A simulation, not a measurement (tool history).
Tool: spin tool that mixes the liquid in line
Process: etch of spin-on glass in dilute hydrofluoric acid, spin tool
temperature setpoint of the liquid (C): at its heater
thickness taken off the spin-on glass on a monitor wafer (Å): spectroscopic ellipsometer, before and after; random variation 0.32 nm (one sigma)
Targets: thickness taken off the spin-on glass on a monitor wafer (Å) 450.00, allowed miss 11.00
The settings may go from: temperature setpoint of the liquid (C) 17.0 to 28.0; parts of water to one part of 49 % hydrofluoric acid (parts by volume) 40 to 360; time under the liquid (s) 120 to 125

| run | hour | temperature setpoint of the liquid (C) | parts of water to one part of 49 % hydrofluoric acid (parts by volume) | time under the liquid (s) | thickness taken off the spin-on glass on a monitor wafer (Å) |
|---|---|---|---|---|---|
| 1 | 0.0 | 20.0 | 200 | 120 | 239.22 |
| 2 | 4.1 | 22.0 | 200 | 120 | 258.87 |
| 3 | 7.6 | 22.0 | 200 | 120 | 260.71 |
| 4 | 15.8 | 23.0 | 190 | 120 | 285.26 |
| 5 | 24.0 | 23.0 | 240 | 120 | 217.61 |
| 6 | 25.9 | 24.5 | 240 | 120 | 225.53 |
| 7 | 27.9 | 24.5 | 240 | 120 | 228.29 |
| 8 | 30.9 | 25.0 | 225 | 120 | 250.22 |
| 9 | 35.4 | 25.5 | 210 | 120 | 278.53 |
| 10 | 44.4 | 28.0 | 130 | 120 | 538.37 |
| 11 | 45.1 | 27.5 | 130 | 120 | 533.76 |
| 12 | 53.8 | 23.5 | 135 | 120 | 438.30 |

Which of these 5 next moves meets every target?
| A | 62.5 | 23.5 | 140 | 120 | ? |
| B | 62.5 | 23.0 | 130 | 120 | ? |
| C | 62.5 | 25.0 | 145 | 120 | ? |
| D | 62.5 | 23.0 | 140 | 125 | ? |
| E | 62.5 | 20.0 | 125 | 125 | ? |

| move | thickness taken off the spin-on glass on a monitor wafer (Å) |
|---|---|
| A | 418.40 |
| B | 446.99 |
| C | 425.40 |
| D | 427.46 |
| E | 432.16 |
A: further off than the last run
B: meets every target
C: further off than the last run
D: further off than the last run
E: further off than the last run
The right move is B.
